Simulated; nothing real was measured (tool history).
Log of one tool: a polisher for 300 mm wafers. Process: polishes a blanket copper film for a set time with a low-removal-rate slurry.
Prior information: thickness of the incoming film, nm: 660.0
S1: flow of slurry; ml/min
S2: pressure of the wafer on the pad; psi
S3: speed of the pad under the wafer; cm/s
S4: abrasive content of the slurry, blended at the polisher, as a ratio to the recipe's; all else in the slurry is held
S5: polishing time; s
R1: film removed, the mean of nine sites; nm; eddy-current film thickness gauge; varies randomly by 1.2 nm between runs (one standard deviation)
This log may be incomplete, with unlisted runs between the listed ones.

run,hour,S1,S2,S3,S4,S5,R1
1,0,245,3.1,102,1,48,157.37
2,5.6,245,3.1,90,1,48,139.53
3,8.5,245,3.7,90,1,48,163.89
4,10.4,245,3.2,88,1,48,140.81
5,14.1,245,3.2,100,1,48,157.35
6,21.5,245,3.2,76,1,48,123.19
7,29.3,245,3,76,1,48,116.41
8,35.8,245,2.3,74,1,48,85.903

The next listed run, before its measurement:
9,38.6,245,2.4,74,1,48,?

Logged for run 9: R1 88.829 nm.

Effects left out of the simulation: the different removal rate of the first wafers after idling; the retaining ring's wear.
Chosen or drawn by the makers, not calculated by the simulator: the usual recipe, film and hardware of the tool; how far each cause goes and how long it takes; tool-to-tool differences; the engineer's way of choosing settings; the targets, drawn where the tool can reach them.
